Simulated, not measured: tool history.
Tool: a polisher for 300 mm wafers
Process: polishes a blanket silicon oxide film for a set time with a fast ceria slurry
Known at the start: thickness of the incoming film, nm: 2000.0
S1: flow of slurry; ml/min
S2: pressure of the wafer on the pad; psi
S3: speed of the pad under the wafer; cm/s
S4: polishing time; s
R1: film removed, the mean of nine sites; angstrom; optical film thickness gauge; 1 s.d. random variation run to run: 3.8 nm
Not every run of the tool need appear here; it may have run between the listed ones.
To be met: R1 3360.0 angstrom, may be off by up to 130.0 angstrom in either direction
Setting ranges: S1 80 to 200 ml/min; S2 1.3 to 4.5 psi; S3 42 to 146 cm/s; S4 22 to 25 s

| run | hour | S1 | S2 | S3 | S4 | R1 |
|---|---|---|---|---|---|---|
| 1 | 0.0 | 130 | 2.9 | 94 | 25 | 4372.1 |
| 2 | 1.5 | 130 | 2.8 | 94 | 25 | 4164.9 |
| 3 | 8.4 | 130 | 2.7 | 94 | 25 | 3978.4 |
| 4 | 12.7 | 130 | 2.7 | 106 | 25 | 4500.6 |
| 5 | 14.1 | 130 | 2.6 | 106 | 25 | 4334.2 |
| 6 | 16.2 | 130 | 2.5 | 106 | 25 | 4145.6 |
| 7 | 21.4 | 130 | 2.4 | 106 | 25 | 3943.7 |
| 8 | 23.2 | 130 | 2.3 | 106 | 25 | 3839.5 |
| 9 | 25.2 | 130 | 2.2 | 106 | 25 | 3661.2 |

Which single option among these 4 for the next run brings every result within its allowed miss of target? Just one does.
| A | 27.2 | 130 | 2.4 | 94 | 23 | ? |
| B | 27.2 | 110 | 2.7 | 86 | 25 | ? |
| C | 27.2 | 105 | 2.4 | 114 | 25 | ? |
| D | 27.2 | 145 | 2.8 | 106 | 22 | ? |

| move | R1 |
|---|---|
| A | 3270.1 |
| B | 3547.0 |
| C | 3993.7 |
| D | 4120.9 |
A: hits every target within its allowed miss
B: moves toward the targets from the last run without getting all of them in spec
C: its largest miss is bigger than the last run's
D: its largest miss is bigger than the last run's
A meets every target.
